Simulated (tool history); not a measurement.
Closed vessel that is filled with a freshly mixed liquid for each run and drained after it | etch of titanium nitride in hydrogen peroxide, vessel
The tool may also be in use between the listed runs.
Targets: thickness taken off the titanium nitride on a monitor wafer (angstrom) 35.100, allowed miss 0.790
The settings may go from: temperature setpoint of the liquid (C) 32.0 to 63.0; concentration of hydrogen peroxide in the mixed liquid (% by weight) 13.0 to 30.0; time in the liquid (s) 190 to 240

run,hour,temperature setpoint of the liquid (C),concentration of hydrogen peroxide in the mixed liquid (% by weight),time in the liquid (s),thickness taken off the titanium nitride on a monitor wafer (angstrom)
1,0.0,47.0,24.0,240,55.471
2,8.3,51.0,24.0,240,73.757
3,11.8,47.5,24.0,240,56.915
4,17.6,45.5,24.0,240,49.348
5,26.8,45.5,26.0,240,50.093
6,30.5,45.5,29.5,240,51.634
7,39.9,43.5,29.5,240,44.262
8,45.9,40.0,29.5,240,33.929

Which of these 5 next moves meets every target?
A,51.9,43.5,30.0,200,?
B,51.9,41.0,30.0,240,?
C,51.9,40.0,30.0,235,?
D,51.9,41.0,24.0,240,?
E,51.9,41.5,26.0,240,?

move,thickness taken off the titanium nitride on a monitor wafer (angstrom)
A,37.580
B,37.309
C,33.835
D,35.524
E,37.556
A: takes the result that was furthest off past its target
B: takes the result that was furthest off past its target
C: further off than the last run
D: meets every target
E: takes the result that was furthest off past its target
Move D is the one to make.
